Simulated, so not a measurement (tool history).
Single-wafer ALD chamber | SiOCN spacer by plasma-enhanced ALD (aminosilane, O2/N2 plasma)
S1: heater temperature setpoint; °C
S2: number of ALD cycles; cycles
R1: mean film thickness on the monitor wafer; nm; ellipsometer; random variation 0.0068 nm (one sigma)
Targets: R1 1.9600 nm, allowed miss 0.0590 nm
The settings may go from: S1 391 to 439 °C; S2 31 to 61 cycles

run	hour	S1	S2	R1
1	0.0	415	46	2.6303
2	7.7	426	46	2.5514
3	15.0	416	46	2.6412
4	21.5	418	43	2.4525
5	28.5	418	47	2.6755
6	29.1	426	47	2.6172
7	32.7	427	44	2.4360
8	39.4	428	42	2.3255

Which of these 5 next moves meets every target?
A	46.1	423	55	?
B	46.1	424	35	?
C	46.1	413	48	?
D	46.1	431	49	?
E	46.1	426	50	?

move	R1
A	3.0744
B	1.9509
C	2.7581
D	2.6777
E	2.7714
A: further off than the last run
B: meets every target
C: further off than the last run
D: further off than the last run
E: further off than the last run
The right move is B.

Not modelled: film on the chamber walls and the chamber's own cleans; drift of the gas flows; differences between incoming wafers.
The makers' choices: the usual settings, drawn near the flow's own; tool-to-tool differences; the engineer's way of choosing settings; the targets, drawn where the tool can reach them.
